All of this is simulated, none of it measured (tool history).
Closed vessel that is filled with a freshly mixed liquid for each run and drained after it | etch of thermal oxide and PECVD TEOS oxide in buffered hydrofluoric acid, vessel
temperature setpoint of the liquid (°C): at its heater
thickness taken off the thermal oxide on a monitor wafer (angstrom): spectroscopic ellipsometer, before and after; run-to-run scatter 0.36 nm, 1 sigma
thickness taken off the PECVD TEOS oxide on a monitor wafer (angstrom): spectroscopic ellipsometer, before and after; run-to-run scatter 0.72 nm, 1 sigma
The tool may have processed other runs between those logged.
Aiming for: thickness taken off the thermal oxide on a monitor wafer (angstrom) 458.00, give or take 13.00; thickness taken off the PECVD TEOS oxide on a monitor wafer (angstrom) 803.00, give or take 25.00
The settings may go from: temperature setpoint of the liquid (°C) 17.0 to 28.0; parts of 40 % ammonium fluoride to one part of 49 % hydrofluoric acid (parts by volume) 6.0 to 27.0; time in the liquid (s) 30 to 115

run	hour	temperature setpoint of the liquid (°C)	parts of 40 % ammonium fluoride to one part of 49 % hydrofluoric acid (parts by volume)	time in the liquid (s)	thickness taken off the thermal oxide on a monitor wafer (angstrom)	thickness taken off the PECVD TEOS oxide on a monitor wafer (angstrom)
1	0.0	20.0	16.5	60	345.59	603.92
2	3.9	18.0	16.5	60	301.34	534.23
3	9.8	19.0	16.5	60	317.41	558.71
4	17.8	19.0	16.5	45	241.72	426.64
# hour 21.7: thermometer replaced
5	21.7	20.5	16.0	45	240.90	419.22
6	24.0	20.5	20.5	45	191.06	335.55
7	27.3	21.5	19.0	45	214.88	380.88
8	34.6	25.5	14.0	45	361.85	635.30

5 next moves are on the table. One of them brings every result within its allowed miss. Which?
A	41.9	26.5	19.5	70	?	?
B	41.9	24.5	11.5	35	?	?
C	41.9	27.5	15.0	50	?	?
D	41.9	27.5	16.5	60	?	?
E	41.9	28.0	21.5	70	?	?

move	thickness taken off the thermal oxide on a monitor wafer (angstrom)	thickness taken off the PECVD TEOS oxide on a monitor wafer (angstrom)
A	427.91	771.55
B	322.43	581.35
C	417.42	752.64
D	456.15	822.46
E	430.48	776.18
A: nearer the targets than the last run, but a result is still out of spec
B: moves away from the targets compared with the last run
C: nearer the targets than the last run, but a result is still out of spec
D: in spec on every target
E: nearer the targets than the last run, but a result is still out of spec
The right move is D.

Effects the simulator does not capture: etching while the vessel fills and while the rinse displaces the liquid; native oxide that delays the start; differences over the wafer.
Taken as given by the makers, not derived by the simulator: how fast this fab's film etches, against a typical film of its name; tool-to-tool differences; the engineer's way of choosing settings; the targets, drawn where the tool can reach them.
